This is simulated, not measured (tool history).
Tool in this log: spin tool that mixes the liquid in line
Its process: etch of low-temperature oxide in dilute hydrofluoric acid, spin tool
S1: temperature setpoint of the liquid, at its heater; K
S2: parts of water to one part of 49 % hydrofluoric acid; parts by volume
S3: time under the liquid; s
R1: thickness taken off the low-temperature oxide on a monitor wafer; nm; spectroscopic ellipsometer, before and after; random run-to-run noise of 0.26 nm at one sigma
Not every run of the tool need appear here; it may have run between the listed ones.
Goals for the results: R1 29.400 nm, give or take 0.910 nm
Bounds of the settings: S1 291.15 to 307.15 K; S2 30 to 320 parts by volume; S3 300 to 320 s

run,day,S1,S2,S3,R1
1,0.000,299.15,175,300,20.538
2,0.188,300.15,175,300,20.862
3,0.546,303.15,175,300,23.512
4,0.725,303.15,175,300,23.670
5,0.962,303.15,175,300,23.563
6,1.079,303.65,175,300,24.479
7,1.283,304.15,175,300,24.111
8,1.362,304.65,170,300,25.539
# day 1.692: hydrofluoric acid flow meter replaced
9,1.692,305.15,170,300,23.561

4 candidate next runs follow, results not yet known. Just one meets every target within its allowed miss. Identify it.
A,2.021,305.65,150,315,?
B,2.021,302.15,130,320,?
C,2.021,298.65,115,320,?
D,2.021,307.15,200,315,?

move,R1
A,29.180
B,30.985
C,31.284
D,21.518
A: meets every target
B: the result that was furthest off in the last run now lies on the other side of its target
C: the result that was furthest off in the last run now lies on the other side of its target
D: the biggest miss grows against the last run
Answer: A
